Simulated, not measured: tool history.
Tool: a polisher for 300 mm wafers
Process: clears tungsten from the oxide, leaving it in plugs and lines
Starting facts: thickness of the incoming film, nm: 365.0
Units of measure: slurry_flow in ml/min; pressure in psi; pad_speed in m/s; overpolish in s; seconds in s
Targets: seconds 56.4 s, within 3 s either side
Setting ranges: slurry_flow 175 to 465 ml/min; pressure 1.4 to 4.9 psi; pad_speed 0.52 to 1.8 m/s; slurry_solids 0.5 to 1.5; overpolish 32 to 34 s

run	hour	slurry_flow	pressure	pad_speed	slurry_solids	overpolish	seconds
1	0	295	3.1	1.16	1	32	95.402
2	4.8	295	3.1	0.98	1	32	109.66
3	7	295	3.1	1.08	1	32	100.53
4	11.8	295	3.6	1.1	1	32	88.097
# hour 18.5: worn pad replaced by a new one
5	18.5	295	3.6	1.1	0.85	32	80.393
6	26.6	295	3.9	1.12	0.85	32	73.46
7	29.1	295	4.1	1.12	0.85	32	70.363
8	34.4	295	4.3	1.12	0.85	32	69.182
9	40.1	295	4.4	1.14	0.85	32	64.257
10	41	295	4.4	1.14	0.85	32	67.451
11	43	295	4.5	1.16	0.85	32	62.207
12	50.2	295	4.6	1.16	0.85	32	62.181
13	52.6	295	4.7	1.18	0.85	32	59.849
14	54.9	295	4.7	1.18	0.85	32	59.767

Exactly one of the 5 candidate moves below puts every result within its allowed miss. Which one?
A	57.2	300	4.7	1.02	1	34	?
B	57.2	320	4.5	1.08	0.9	32	?
C	57.2	360	4.5	1.14	0.9	34	?
D	57.2	335	4.5	1.24	0.95	32	?
E	57.2	265	4.2	1.24	0.6	34	?

move	seconds
A	66.837
B	66.449
C	62.431
D	57.401
E	66.677
A: moves away from the targets compared with the last run
B: moves away from the targets compared with the last run
C: moves away from the targets compared with the last run
D: meets every target
E: moves away from the targets compared with the last run
Answer: D
